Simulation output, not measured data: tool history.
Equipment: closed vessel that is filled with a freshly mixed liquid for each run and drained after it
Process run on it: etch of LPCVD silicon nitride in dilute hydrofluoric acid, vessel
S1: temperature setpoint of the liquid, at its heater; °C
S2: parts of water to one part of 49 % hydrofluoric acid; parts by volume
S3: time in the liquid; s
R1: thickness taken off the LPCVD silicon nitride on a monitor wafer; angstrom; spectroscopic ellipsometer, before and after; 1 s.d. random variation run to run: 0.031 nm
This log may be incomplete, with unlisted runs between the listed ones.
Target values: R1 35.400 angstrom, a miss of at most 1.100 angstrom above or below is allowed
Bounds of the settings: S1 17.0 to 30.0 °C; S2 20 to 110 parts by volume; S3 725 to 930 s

| run | day | S1 | S2 | S3 | R1 |
|---|---|---|---|---|---|
| 1 | 0.000 | 22.0 | 60 | 930 | 67.731 |
| 2 | 0.288 | 21.5 | 60 | 930 | 64.717 |
| 3 | 0.392 | 25.0 | 60 | 930 | 82.041 |
| 4 | 0.608 | 22.5 | 60 | 930 | 68.941 |
| 5 | 0.838 | 22.0 | 60 | 930 | 66.603 |
| 6 | 0.933 | 21.5 | 60 | 930 | 63.945 |
| 7 | 1.104 | 21.0 | 60 | 930 | 62.278 |
|  | 1.133 | thermometer replaced |
| 8 | 1.133 | 20.5 | 60 | 930 | 54.846 |
| 9 | 1.446 | 20.0 | 60 | 930 | 54.011 |
| 10 | 1.638 | 19.5 | 60 | 930 | 50.629 |
| 11 | 1.796 | 17.0 | 70 | 925 | 36.963 |

Consider the 5 candidate settings below. Which is the only one whose results all fall within their allowed miss of target?
| A | 1.954 | 17.5 | 65 | 840 | ? |
| B | 1.954 | 17.5 | 70 | 930 | ? |
| C | 1.954 | 18.0 | 75 | 885 | ? |
| D | 1.954 | 24.5 | 95 | 795 | ? |
| E | 1.954 | 17.5 | 60 | 840 | ? |

| move | R1 |
|---|---|
| A | 37.452 |
| B | 38.587 |
| C | 35.564 |
| D | 39.387 |
| E | 40.477 |
A: its largest miss is bigger than the last run's
B: its largest miss is bigger than the last run's
C: in spec on every target
D: its largest miss is bigger than the last run's
E: its largest miss is bigger than the last run's
C is the move that brings every result within its allowed miss.
